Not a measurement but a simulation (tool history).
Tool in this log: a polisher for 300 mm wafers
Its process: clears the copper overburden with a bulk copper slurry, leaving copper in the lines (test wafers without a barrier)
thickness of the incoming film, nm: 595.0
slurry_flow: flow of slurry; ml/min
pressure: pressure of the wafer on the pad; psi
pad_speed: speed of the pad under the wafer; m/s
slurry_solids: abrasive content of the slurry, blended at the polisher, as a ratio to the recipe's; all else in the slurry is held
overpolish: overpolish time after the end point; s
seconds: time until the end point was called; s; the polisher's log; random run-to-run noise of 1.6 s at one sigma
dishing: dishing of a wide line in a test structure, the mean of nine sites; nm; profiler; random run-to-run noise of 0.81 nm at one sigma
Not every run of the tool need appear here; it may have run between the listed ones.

| run | day | slurry_flow | pressure | pad_speed | slurry_solids | overpolish | seconds | dishing |
|---|---|---|---|---|---|---|---|---|
| 1 | 0.000 | 160 | 2.3 | 1.04 | 1.00 | 13 | 75.383 | 65.083 |
| 2 | 0.250 | 160 | 2.3 | 1.24 | 1.00 | 13 | 61.347 | 73.879 |
| 3 | 0.383 | 160 | 2.1 | 1.22 | 1.00 | 14 | 69.095 | 69.866 |
| 4 | 0.483 | 160 | 2.3 | 1.22 | 1.00 | 14 | 64.041 | 75.584 |
| 5 | 0.721 | 160 | 2.3 | 1.22 | 1.00 | 16 | 63.076 | 81.974 |
| 6 | 0.838 | 120 | 2.3 | 1.22 | 1.00 | 16 | 68.041 | 77.665 |
| 7 | 0.867 | 120 | 2.1 | 1.20 | 1.00 | 17 | 74.520 | 75.380 |
| 8 | 0.946 | 120 | 1.9 | 1.18 | 1.00 | 18 | 81.292 | 71.963 |

What will run 9 give?
| 9 | 1.079 | 110 | 1.3 | 1.04 | 0.95 | 24 | ? | ? |

{"run 9": {"seconds": 140.58, "dishing": 60.279}}

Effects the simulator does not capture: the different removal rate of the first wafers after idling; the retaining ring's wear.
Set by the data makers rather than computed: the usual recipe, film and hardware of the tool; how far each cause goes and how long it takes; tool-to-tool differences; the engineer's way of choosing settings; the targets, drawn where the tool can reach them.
